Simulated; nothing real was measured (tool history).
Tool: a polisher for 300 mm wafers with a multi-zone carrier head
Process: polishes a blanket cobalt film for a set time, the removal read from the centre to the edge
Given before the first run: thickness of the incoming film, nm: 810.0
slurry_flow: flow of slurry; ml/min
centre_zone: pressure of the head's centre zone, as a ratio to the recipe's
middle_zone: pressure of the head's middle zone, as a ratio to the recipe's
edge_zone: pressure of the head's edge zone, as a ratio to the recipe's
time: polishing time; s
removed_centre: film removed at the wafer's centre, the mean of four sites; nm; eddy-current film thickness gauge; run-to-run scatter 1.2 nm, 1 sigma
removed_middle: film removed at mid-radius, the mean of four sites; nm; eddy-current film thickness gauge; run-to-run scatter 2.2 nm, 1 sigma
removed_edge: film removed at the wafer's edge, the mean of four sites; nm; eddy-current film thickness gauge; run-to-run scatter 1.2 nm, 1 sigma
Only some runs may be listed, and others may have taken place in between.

Run 1, hour 0.0: slurry_flow 185 ml/min, centre_zone 1.00, middle_zone 1.00, edge_zone 1.00, time 40 s. Result: removed_centre 226.08 nm, removed_middle 225.48 nm, removed_edge 235.24 nm.
Run 2, hour 1.7: slurry_flow 170 ml/min, centre_zone 0.95, middle_zone 0.97, edge_zone 0.95, time 38 s. Result: removed_centre 201.62 nm, removed_middle 205.33 nm, removed_edge 218.37 nm.
Run 3, hour 10.0: slurry_flow 135 ml/min, centre_zone 0.95, middle_zone 0.97, edge_zone 0.95, time 38 s. Result: removed_centre 189.61 nm, removed_middle 200.42 nm, removed_edge 209.19 nm.
Run 4, hour 12.6: slurry_flow 135 ml/min, centre_zone 0.95, middle_zone 0.97, edge_zone 0.92, time 38 s. Result: removed_centre 192.56 nm, removed_middle 190.45 nm, removed_edge 203.55 nm.
Run 5, hour 16.9: slurry_flow 135 ml/min, centre_zone 0.89, middle_zone 0.97, edge_zone 0.92, time 38 s. Result: removed_centre 179.84 nm, removed_middle 196.83 nm, removed_edge 204.38 nm.
Run 6, hour 22.3: slurry_flow 135 ml/min, centre_zone 0.89, middle_zone 0.97, edge_zone 0.92, time 29 s. Result: removed_centre 136.25 nm, removed_middle 146.27 nm, removed_edge 157.46 nm.
Run 7, hour 27.3: slurry_flow 175 ml/min, centre_zone 0.89, middle_zone 0.98, edge_zone 0.94, time 29 s. Result: removed_centre 144.73 nm, removed_middle 153.37 nm, removed_edge 164.90 nm.
Run 8, hour 32.4: slurry_flow 205 ml/min, centre_zone 0.89, middle_zone 0.99, edge_zone 0.96, time 29 s. Result: removed_centre 150.42 nm, removed_middle 162.33 nm, removed_edge 169.70 nm.
Run 9, hour 38.8: slurry_flow 225 ml/min, centre_zone 0.89, middle_zone 0.98, edge_zone 0.99, time 29 s. Result: removed_centre 148.87 nm, removed_middle 159.58 nm, removed_edge 173.51 nm.
Run 10, hour 46.4: slurry_flow 240 ml/min, centre_zone 0.90, middle_zone 0.99, edge_zone 1.01, time 29 s. Result: removed_centre 155.00 nm, removed_middle 168.55 nm, removed_edge 176.22 nm.
Run 11, hour 50.9: slurry_flow 250 ml/min, centre_zone 0.91, middle_zone 0.98, edge_zone 1.03, time 29 s. Result: removed_centre 157.05 nm, removed_middle 166.00 nm, removed_edge 178.91 nm.

The next listed run, before its measurement:
Run 12, hour 58.7: slurry_flow 255 ml/min, centre_zone 0.91, middle_zone 0.99, edge_zone 1.05, time 29 s. Result: removed_centre ?, removed_middle ?, removed_edge ?.

removed_centre: 158.23 nm
removed_middle: 168.61 nm
removed_edge: 180.78 nm

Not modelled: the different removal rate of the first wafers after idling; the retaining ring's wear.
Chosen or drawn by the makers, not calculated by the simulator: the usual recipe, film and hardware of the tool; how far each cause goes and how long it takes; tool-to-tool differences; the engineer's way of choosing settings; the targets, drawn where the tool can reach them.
